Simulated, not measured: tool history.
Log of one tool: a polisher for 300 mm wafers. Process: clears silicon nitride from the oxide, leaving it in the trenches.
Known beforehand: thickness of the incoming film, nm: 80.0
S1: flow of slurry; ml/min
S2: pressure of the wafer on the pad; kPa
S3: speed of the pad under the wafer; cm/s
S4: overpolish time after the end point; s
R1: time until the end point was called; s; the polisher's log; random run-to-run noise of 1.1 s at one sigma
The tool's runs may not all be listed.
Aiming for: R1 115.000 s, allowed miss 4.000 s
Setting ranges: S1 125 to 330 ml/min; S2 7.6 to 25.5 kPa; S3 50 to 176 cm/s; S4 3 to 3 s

run 1 hour=0.0 | S1=210 S2=16.5 S3=112 S4=3 | R1=92.275
run 2 hour=8.1 | S1=210 S2=16.5 S3=138 S4=3 | R1=77.793
run 3 hour=16.1 | S1=210 S2=15.2 S3=138 S4=3 | R1=82.538
run 4 hour=23.2 | S1=210 S2=15.2 S3=152 S4=3 | R1=77.155
run 5 hour=27.7 | S1=210 S2=13.8 S3=152 S4=3 | R1=83.098
run 6 hour=35.9 | S1=190 S2=13.8 S3=152 S4=3 | R1=84.062
run 7 hour=43.5 | S1=190 S2=12.4 S3=152 S4=3 | R1=91.580
run 8 hour=48.9 | S1=190 S2=11.7 S3=152 S4=3 | R1=97.205
run 9 hour=51.7 | S1=190 S2=11.0 S3=152 S4=3 | R1=101.580
run 10 hour=55.7 | S1=190 S2=10.3 S3=152 S4=3 | R1=107.710

5 next moves are on the table. One of them brings every result within its allowed miss. Which?
run A hour=59.7 | S1=175 S2=9.0 S3=162 S4=3 | R1=?
run B hour=59.7 | S1=190 S2=10.3 S3=160 S4=3 | R1=?
run C hour=59.7 | S1=125 S2=11.7 S3=154 S4=3 | R1=?
run D hour=59.7 | S1=220 S2=11.7 S3=144 S4=3 | R1=?
run E hour=59.7 | S1=225 S2=11.7 S3=132 S4=3 | R1=?

move=A R1=114.780
move=B R1=102.530
move=C R1=100.440
move=D R1=100.160
move=E R1=108.000
A: each result inside its tolerance
B: the biggest miss grows against the last run
C: the biggest miss grows against the last run
D: the biggest miss grows against the last run
E: just as far off the targets as the last run
Correct choice: A, which meets every target

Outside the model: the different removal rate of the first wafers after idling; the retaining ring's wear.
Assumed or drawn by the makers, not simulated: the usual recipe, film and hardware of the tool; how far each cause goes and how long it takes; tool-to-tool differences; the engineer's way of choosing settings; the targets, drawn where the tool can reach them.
